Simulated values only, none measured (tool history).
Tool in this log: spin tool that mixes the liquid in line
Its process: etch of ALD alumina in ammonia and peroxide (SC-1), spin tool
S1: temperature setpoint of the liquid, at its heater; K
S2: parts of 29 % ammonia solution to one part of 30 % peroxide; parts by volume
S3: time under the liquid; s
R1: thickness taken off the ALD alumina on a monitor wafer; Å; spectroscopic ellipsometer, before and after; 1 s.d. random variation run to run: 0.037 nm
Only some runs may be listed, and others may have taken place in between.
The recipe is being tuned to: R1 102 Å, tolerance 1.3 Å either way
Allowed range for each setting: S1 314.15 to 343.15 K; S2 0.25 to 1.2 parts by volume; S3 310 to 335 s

run,hour,S1,S2,S3,R1
1,0,330.15,0.95,310,163.05
2,2.5,330.15,1.05,310,165.43
3,10.4,330.15,1.05,310,164.93
4,11.7,330.15,1.05,310,165.3
5,13.2,336.65,1.05,310,229.5
6,20.7,331.15,1.05,310,173.41
7,24.1,327.65,1.05,310,144.44
8,27.1,325.65,1.05,310,129.69
9,33.2,324.15,1.05,310,119.3
10,35.2,323.15,1.05,310,113.18
11,36,322.65,1.05,310,110.34
12,38.6,322.15,1.05,310,107.37
13,42.1,321.65,1.05,310,103.48

Exercise: of the 5 proposed moves below, exactly one satisfies all targets within the stated allowed misses. Which move is it?
A,45.6,321.15,1,335,?
B,45.6,321.65,0.9,315,?
C,45.6,320.65,1.1,335,?
D,45.6,321.65,0.35,335,?
E,45.6,320.65,0.95,335,?

move,R1
A,108.98
B,104.32
C,106.95
D,101.42
E,105.47
A: its largest miss is bigger than the last run's
B: its largest miss is bigger than the last run's
C: its largest miss is bigger than the last run's
D: every result within its allowed miss
E: its largest miss is bigger than the last run's
The right move is D.
